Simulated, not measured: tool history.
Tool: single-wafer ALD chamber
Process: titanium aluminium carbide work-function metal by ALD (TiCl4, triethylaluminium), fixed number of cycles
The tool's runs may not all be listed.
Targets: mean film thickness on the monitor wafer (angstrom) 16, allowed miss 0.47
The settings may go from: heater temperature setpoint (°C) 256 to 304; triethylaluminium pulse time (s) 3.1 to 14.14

run    day  heater temperature setpoint (°C)  triethylaluminium pulse time (s)  mean film thickness on the monitor wafer (angstrom)
  1      0                               280                              8.62                                               19.353
  2  0.262                               275                              7.58                                               18.377
  3  0.571                               267                              7.58                                                 17.5
  4   0.65                               267                              9.36                                                18.26
  5  0.783                               267                              8.09                                               17.868
  6  0.892                               267                              9.03                                               18.148
  7   1.25                               264                              8.35                                               17.759
  8  1.504                               262                              7.59                                               17.022

4 next moves are on the table. One of them brings every result within its allowed miss. Which?
  A  1.758                               256                              6.91                                                    ?
  B  1.758                               263                              9.62                                                    ?
  C  1.758                               271                              8.99                                                    ?
  D  1.758                               260                              9.02                                                    ?

move  mean film thickness on the monitor wafer (angstrom)
   A                                               16.169
   B                                               17.958
   C                                               18.604
   D                                               17.492
A: meets every target
B: further off than the last run
C: further off than the last run
D: further off than the last run
The right move is A.
